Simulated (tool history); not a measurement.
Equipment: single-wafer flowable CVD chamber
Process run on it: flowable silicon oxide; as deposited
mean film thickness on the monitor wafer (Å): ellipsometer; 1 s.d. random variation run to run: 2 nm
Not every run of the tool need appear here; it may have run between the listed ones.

run  hour  heater temperature setpoint (deg C)  chamber pressure (Torr)  RF power (W)  deposition time (s)  mean film thickness on the monitor wafer (Å)
  1   0.0                                  100                     1.11          1685                  542                                        4806.2
  2   7.9                                   97                     1.11          1685                  542                                        5233.5
  3  11.0                                   94                     1.11          1685                  542                                        5731.1
  4  19.9                                   94                     1.24          1685                  542                                        6369.9
  5  27.7                                   94                     1.24          1685                  560                                        6571.6
  6  35.2                                   92                     1.24          1685                  560                                        6990.1

Run 7, settings as shown, results not yet in. Your forecast:
  7  41.7                                   90                     1.24          1685                  560                                             ?

{"run 7": {"mean film thickness on the monitor wafer (Å)": 7380.4}}
